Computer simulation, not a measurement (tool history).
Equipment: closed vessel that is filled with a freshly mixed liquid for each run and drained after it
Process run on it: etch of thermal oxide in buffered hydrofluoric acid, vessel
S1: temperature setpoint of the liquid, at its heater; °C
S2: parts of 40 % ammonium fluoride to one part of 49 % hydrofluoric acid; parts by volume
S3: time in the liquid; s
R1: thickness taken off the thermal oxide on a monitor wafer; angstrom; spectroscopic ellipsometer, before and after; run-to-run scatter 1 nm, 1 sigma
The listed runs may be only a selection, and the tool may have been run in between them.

{"run": 1, "hour": 0.0, "S1": 21.0, "S2": 13, "S3": 95, "R1": 700.79}
{"run": 2, "hour": 3.7, "S1": 23.0, "S2": 13, "S3": 95, "R1": 779.46}
{"run": 3, "hour": 5.8, "S1": 24.5, "S2": 13, "S3": 95, "R1": 854.06}
{"run": 4, "hour": 11.5, "S1": 25.5, "S2": 13, "S3": 95, "R1": 910.9}
{"run": 5, "hour": 13.7, "S1": 23.5, "S2": 13, "S3": 95, "R1": 809.01}
{"run": 6, "hour": 21.1, "S1": 24.5, "S2": 13, "S3": 95, "R1": 858.76}
{"run": 7, "hour": 27.7, "S1": 24.5, "S2": 13, "S3": 95, "R1": 840.95}
{"run": 8, "hour": 34.5, "S1": 25.5, "S2": 13, "S3": 95, "R1": 894.59}
{"run": 9, "hour": 41.5, "S1": 26.5, "S2": 13, "S3": 95, "R1": 945.49}
{"run": 10, "hour": 46.2, "S1": 27.0, "S2": 13, "S3": 95, "R1": 969.68}

What does the tool deliver on the next run?
{"run": 11, "hour": 51.9, "S1": 27.5, "S2": 13, "S3": 95, "R1": "?"}

Logged for run 11: R1 992.09 angstrom.
